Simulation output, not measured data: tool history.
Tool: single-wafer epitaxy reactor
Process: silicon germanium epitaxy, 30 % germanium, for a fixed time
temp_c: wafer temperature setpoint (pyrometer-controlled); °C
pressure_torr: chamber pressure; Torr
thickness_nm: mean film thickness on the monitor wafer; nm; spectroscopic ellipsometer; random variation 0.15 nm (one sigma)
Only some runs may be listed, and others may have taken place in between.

run	hour	temp_c	pressure_torr	thickness_nm
1	0.0	590	14.4	41.080
2	7.4	590	16.1	42.809
3	9.1	597	16.1	47.694
4	10.8	597	14.7	46.226
5	19.4	607	14.7	53.965
6	28.1	614	14.7	60.217

Run 7, settings as shown, results not yet in. Your forecast:
7	30.0	605	14.6	?

For run 7 the tool returned thickness_nm 52.025 nm.
